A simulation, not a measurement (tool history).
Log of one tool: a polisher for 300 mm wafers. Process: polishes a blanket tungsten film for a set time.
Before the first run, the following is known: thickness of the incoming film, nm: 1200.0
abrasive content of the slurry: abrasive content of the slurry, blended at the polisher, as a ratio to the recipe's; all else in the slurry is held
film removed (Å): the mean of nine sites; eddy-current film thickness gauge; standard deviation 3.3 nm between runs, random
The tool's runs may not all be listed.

| run | hour | flow of slurry (ml/min) | pressure of the wafer on the pad (kPa) | speed of the pad under the wafer (m/s) | abrasive content of the slurry | polishing time (s) | film removed (Å) |
|---|---|---|---|---|---|---|---|
| 1 | 0.0 | 290 | 33.1 | 1.22 | 1.00 | 38 | 2537.4 |
| 2 | 0.9 | 290 | 39.3 | 1.22 | 1.00 | 38 | 2983.4 |
| 3 | 9.6 | 290 | 42.1 | 1.24 | 1.00 | 38 | 3288.2 |
| 4 | 11.6 | 225 | 42.1 | 1.24 | 1.00 | 38 | 3143.2 |
| 5 | 17.1 | 225 | 42.1 | 1.24 | 0.85 | 38 | 3091.9 |
| 6 | 21.5 | 245 | 44.1 | 1.26 | 0.85 | 38 | 3296.3 |
| 7 | 22.3 | 255 | 45.5 | 1.28 | 0.85 | 38 | 3474.3 |
| 8 | 28.0 | 260 | 46.9 | 1.30 | 0.85 | 38 | 3658.0 |
| 9 | 33.3 | 265 | 47.6 | 1.32 | 0.85 | 38 | 3755.1 |
| 10 | 37.3 | 265 | 48.3 | 1.34 | 0.85 | 38 | 3855.9 |

Expected results for the next run?
| 11 | 44.5 | 265 | 49.0 | 1.36 | 0.85 | 38 | ? |

Logged for run 11: film removed (Å) 3922.6.
